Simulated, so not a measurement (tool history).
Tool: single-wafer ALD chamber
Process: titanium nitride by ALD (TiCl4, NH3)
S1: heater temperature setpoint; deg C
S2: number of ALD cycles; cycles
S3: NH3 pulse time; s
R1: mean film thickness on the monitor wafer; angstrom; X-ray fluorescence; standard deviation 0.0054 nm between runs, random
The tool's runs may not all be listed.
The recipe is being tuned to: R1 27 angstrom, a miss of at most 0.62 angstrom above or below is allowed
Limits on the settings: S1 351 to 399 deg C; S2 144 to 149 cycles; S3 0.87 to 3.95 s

{"run": 1, "hour": 0.0, "S1": 375, "S2": 144, "S3": 2.41, "R1": 30.876}
{"run": 2, "hour": 3.4, "S1": 369, "S2": 144, "S3": 2.01, "R1": 29.984}
{"run": 3, "hour": 5.2, "S1": 364, "S2": 144, "S3": 1.71, "R1": 29.086}
{"run": 4, "hour": 9.1, "S1": 364, "S2": 149, "S3": 1.71, "R1": 30.151}
{"run": 5, "hour": 12.7, "S1": 361, "S2": 148, "S3": 1.49, "R1": 28.819}
{"run": 6, "hour": 17.3, "S1": 361, "S2": 149, "S3": 1.49, "R1": 29.124}
{"run": 7, "hour": 19.9, "S1": 360, "S2": 148, "S3": 1.41, "R1": 28.429}
{"run": 8, "hour": 23.7, "S1": 359, "S2": 147, "S3": 1.4, "R1": 28.126}
{"run": 9, "hour": 28.8, "S1": 358, "S2": 146, "S3": 1.4, "R1": 27.896}

Exercise: of the 4 proposed moves below, exactly one satisfies all targets within the stated allowed misses. Which move is it?
{"run": "A", "hour": 33.9, "S1": 378, "S2": 148, "S3": 1.03, "R1": "?"}
{"run": "B", "hour": 33.9, "S1": 352, "S2": 149, "S3": 1.26, "R1": "?"}
{"run": "C", "hour": 33.9, "S1": 353, "S2": 144, "S3": 1.75, "R1": "?"}
{"run": "D", "hour": 33.9, "S1": 362, "S2": 149, "S3": 1.26, "R1": "?"}

move=A R1=28.053
move=B R1=26.822
move=C R1=28.274
move=D R1=28.102
A: misses by more than the last run did
B: every result within its allowed miss
C: misses by more than the last run did
D: misses by more than the last run did
The move that meets every target is B.
